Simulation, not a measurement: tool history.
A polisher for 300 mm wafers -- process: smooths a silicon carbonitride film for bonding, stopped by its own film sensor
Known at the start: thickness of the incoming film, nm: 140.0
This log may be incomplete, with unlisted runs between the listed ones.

run,hour,flow of slurry (ml/min),pressure of the wafer on the pad (psi),speed of the pad under the wafer (cm/s),abrasive content of the slurry,target thickness at which the film sensor stops the polish (Å),time until the film sensor stopped the polish (s)
1,0.0,140,2.6,86,1.0,1220,51.905
2,2.0,140,2.6,86,1.0,1240,46.014
3,9.3,140,2.6,86,1.0,1220,53.730
4,10.0,140,2.0,86,1.0,1220,62.524
5,18.2,140,2.0,108,1.0,1220,51.369
6,20.6,135,1.9,108,1.0,1220,52.924
7,24.0,135,1.8,108,1.0,1220,54.952
8,27.4,135,1.7,108,1.0,1220,55.790
9,35.8,135,1.6,106,1.0,1220,57.821

Expected results for the next run?
10,39.8,135,1.5,104,1.0,1220,?

time until the film sensor stopped the polish (s): 62.904
